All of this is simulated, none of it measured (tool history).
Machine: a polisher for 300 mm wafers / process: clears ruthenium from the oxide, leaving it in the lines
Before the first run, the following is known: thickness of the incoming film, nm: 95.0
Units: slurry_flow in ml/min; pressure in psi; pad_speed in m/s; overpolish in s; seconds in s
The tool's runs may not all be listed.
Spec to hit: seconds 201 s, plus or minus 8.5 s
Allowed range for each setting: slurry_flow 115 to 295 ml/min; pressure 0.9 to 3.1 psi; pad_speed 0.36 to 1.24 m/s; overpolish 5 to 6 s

{"run": 1, "day": 0.0, "slurry_flow": 190, "pressure": 2, "pad_speed": 0.8, "overpolish": 6, "seconds": 91.684}
{"run": 2, "day": 0.112, "slurry_flow": 190, "pressure": 1.8, "pad_speed": 0.8, "overpolish": 6, "seconds": 106.44}
{"run": 3, "day": 0.333, "slurry_flow": 190, "pressure": 1.5, "pad_speed": 0.78, "overpolish": 6, "seconds": 122.7}
{"run": 4, "day": 0.508, "slurry_flow": 190, "pressure": 1.7, "pad_speed": 0.78, "overpolish": 6, "seconds": 111.78}
{"run": 5, "day": 0.875, "slurry_flow": 215, "pressure": 1.7, "pad_speed": 0.78, "overpolish": 6, "seconds": 109.24}
{"run": 6, "day": 1.058, "slurry_flow": 215, "pressure": 1.7, "pad_speed": 0.78, "overpolish": 6, "seconds": 109.78}
{"run": 7, "day": 1.117, "slurry_flow": 210, "pressure": 1.4, "pad_speed": 0.72, "overpolish": 6, "seconds": 142.92}
{"run": 8, "day": 1.35, "slurry_flow": 210, "pressure": 1.2, "pad_speed": 0.7, "overpolish": 6, "seconds": 169.04}
{"run": 9, "day": 1.671, "slurry_flow": 210, "pressure": 1.1, "pad_speed": 0.7, "overpolish": 6, "seconds": 187.87}

Next run, 5 choices. One meets every target within its allowed miss, the rest don't. Which?
{"run": "A", "day": 1.992, "slurry_flow": 190, "pressure": 1.1, "pad_speed": 0.74, "overpolish": 6, "seconds": "?"}
{"run": "B", "day": 1.992, "slurry_flow": 195, "pressure": 1.2, "pad_speed": 0.6, "overpolish": 6, "seconds": "?"}
{"run": "C", "day": 1.992, "slurry_flow": 215, "pressure": 1.3, "pad_speed": 0.6, "overpolish": 5, "seconds": "?"}
{"run": "D", "day": 1.992, "slurry_flow": 195, "pressure": 1.2, "pad_speed": 0.66, "overpolish": 5, "seconds": "?"}
{"run": "E", "day": 1.992, "slurry_flow": 180, "pressure": 1.5, "pad_speed": 0.56, "overpolish": 5, "seconds": "?"}

move=A seconds=173.57
move=B seconds=195.88
move=C seconds=180.03
move=D seconds=178.72
move=E seconds=172.72
A: moves away from the targets compared with the last run
B: all results in spec
C: moves away from the targets compared with the last run
D: moves away from the targets compared with the last run
E: moves away from the targets compared with the last run
The right move is B.
